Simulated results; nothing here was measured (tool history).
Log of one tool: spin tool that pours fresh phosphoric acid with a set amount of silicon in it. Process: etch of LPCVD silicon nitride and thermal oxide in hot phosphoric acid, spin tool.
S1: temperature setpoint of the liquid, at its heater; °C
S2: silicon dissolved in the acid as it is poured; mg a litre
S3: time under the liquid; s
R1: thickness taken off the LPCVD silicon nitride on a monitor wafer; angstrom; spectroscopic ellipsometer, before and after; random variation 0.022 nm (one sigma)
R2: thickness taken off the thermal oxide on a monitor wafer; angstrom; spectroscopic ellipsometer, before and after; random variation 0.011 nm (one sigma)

run,hour,S1,S2,S3,R1,R2
1,0,164,20.5,120,104.56,2.4533
2,9,162.5,20.5,120,99.549,2.7047
3,13.5,162.5,23,115,95.413,2.0978
4,20.8,161.5,23,115,92.091,1.9605
5,27.3,161.5,24,110,88.316,1.9084
6,30.3,161.5,17,110,88.498,2.2043
7,34.8,161.5,19,110,88.149,1.9714
8,36.1,161.5,20.5,110,88.24,2.2607
9,41.3,161.5,23,110,88.031,1.6419
10,44.7,160.5,24,95,73.654,1.5096
11,53,160.5,25.5,95,73.511,1.2351
12,56,160.5,26,95,73.462,1.6071
13,57.4,160.5,28,95,73.983,1.3211
14,59.9,160.5,28,95,73.082,1.0912
15,65.8,160,28.5,95,72.104,1.1107

Run 16 comes next. What will it give?
16,72.3,159,34,90,?,?

R1: 66.321 angstrom
R2: 0.8267 angstrom
